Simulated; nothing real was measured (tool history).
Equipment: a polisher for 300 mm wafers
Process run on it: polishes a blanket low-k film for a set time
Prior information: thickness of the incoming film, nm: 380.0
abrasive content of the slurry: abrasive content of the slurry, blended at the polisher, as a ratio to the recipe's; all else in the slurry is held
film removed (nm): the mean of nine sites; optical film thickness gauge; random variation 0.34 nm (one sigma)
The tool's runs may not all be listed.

run  hour  flow of slurry (ml/min)  pressure of the wafer on the pad (kPa)  speed of the pad under the wafer (m/s)  abrasive content of the slurry  polishing time (s)  film removed (nm)
  1   0.0                      285                                    16.5                                    1.14                             1.0                  36             21.992
  2   7.3                      285                                    16.5                                    1.14                             1.0                  33             20.494
  3   9.6                      285                                    17.2                                    1.14                             1.0                  33             21.168
  4  12.2                      285                                    17.9                                    1.14                             1.0                  33             22.056
  5  15.6                      285                                    17.9                                    1.26                             1.0                  33             23.858
  6  16.5                      285                                    18.6                                    1.26                             1.0                  33             24.078

The next listed run, before its measurement:
  7  18.9                      285                                    19.3                                    1.26                             1.0                  33                  ?

Run 7 produced film removed (nm) 25.194.
